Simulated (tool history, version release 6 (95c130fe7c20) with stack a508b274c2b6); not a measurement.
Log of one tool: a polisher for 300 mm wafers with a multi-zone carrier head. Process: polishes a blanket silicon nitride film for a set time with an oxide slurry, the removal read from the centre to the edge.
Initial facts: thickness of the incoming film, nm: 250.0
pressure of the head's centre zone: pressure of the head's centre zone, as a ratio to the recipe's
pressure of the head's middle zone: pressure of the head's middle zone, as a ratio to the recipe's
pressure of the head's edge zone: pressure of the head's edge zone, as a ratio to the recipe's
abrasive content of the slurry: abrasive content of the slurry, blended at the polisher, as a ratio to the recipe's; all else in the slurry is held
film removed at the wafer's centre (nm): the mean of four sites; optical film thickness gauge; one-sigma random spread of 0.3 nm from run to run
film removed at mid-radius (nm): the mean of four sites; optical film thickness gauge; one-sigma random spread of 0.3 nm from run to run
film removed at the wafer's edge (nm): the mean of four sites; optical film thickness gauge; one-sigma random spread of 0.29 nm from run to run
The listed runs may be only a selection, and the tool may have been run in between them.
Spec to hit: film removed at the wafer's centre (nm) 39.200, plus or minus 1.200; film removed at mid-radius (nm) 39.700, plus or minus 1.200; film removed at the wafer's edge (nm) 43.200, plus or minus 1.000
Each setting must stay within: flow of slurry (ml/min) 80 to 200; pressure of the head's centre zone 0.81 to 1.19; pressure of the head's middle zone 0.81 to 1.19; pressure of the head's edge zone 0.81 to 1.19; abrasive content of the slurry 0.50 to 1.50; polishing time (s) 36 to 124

run,hour,flow of slurry (ml/min),pressure of the head's centre zone,pressure of the head's middle zone,pressure of the head's edge zone,abrasive content of the slurry,polishing time (s),film removed at the wafer's centre (nm),film removed at mid-radius (nm),film removed at the wafer's edge (nm)
1,0.0,130,1.00,1.00,1.00,1.00,79,46.073,46.678,47.237
2,1.8,145,1.00,1.00,1.00,1.00,79,48.711,47.341,48.174
3,6.0,145,1.00,1.05,1.00,1.00,79,47.491,48.946,47.743
4,12.6,145,1.00,1.05,1.00,1.20,79,52.798,53.986,53.195
5,14.7,140,0.99,1.02,0.98,1.15,79,51.139,51.753,51.950
6,15.6,140,0.99,1.09,0.98,1.15,79,51.133,53.933,51.093
7,19.1,105,0.91,0.99,0.88,0.90,79,38.154,41.793,40.762
8,27.1,105,0.91,0.98,0.89,0.90,79,37.864,40.766,41.095
9,28.1,105,0.91,0.97,0.90,0.90,79,38.324,40.400,41.340
10,34.0,105,0.91,0.97,0.91,0.90,79,37.855,40.653,41.619
11,38.0,105,0.91,0.96,0.91,0.90,79,38.014,40.120,42.099
12,42.6,105,0.91,0.96,0.91,0.90,79,38.279,40.379,41.828
13,45.3,105,0.91,0.95,0.91,0.90,79,38.606,39.973,41.411
14,52.1,105,0.91,0.95,0.92,0.90,79,37.884,40.329,42.174
15,54.9,105,0.91,0.94,0.92,0.90,79,38.086,39.775,41.515
16,56.6,105,0.91,0.94,0.93,0.90,79,37.738,40.778,42.018
17,64.7,105,0.91,0.93,0.93,0.90,79,37.685,39.428,41.519

Consider the 5 candidate settings below. Which is the only one whose results all fall within their allowed miss of target?
A,72.8,165,0.96,1.04,1.05,1.25,57,?,?,?
B,72.8,105,0.93,0.87,0.86,0.85,82,?,?,?
C,72.8,100,0.87,0.95,0.97,0.85,84,?,?,?
D,72.8,145,0.93,0.94,0.95,0.80,80,?,?,?
E,72.8,105,0.93,0.91,0.98,1.00,75,?,?,?

move,film removed at the wafer's centre (nm),film removed at mid-radius (nm),film removed at the wafer's edge (nm)
A,39.021,40.504,40.580
B,39.254,38.089,40.413
C,37.142,40.755,43.073
D,39.396,39.728,40.987
E,39.968,39.851,43.328
A: further off than the last run
B: further off than the last run
C: brings the result that was furthest off to its target, and leaves another outside
D: further off than the last run
E: hits every target within its allowed miss
Answer: E

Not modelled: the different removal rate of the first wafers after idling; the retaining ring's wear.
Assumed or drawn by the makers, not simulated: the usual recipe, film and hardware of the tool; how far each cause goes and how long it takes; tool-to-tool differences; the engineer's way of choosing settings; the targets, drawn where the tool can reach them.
